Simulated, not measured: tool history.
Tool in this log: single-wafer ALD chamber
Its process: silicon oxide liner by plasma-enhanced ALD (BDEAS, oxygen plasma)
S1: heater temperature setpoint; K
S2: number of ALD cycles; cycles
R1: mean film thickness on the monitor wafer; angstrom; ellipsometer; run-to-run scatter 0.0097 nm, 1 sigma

run,hour,S1,S2,R1
1,0,588.15,27,23.592
2,1.8,593.15,27,23.232
3,8.1,591.15,28,24.207
4,12.7,581.15,28,24.548
5,14,581.15,29,25.404
6,19.8,581.15,25,22.043

Run 7 comes next. What will it give?
7,23.5,581.15,27,?

Run 7 produced R1 23.781 angstrom.

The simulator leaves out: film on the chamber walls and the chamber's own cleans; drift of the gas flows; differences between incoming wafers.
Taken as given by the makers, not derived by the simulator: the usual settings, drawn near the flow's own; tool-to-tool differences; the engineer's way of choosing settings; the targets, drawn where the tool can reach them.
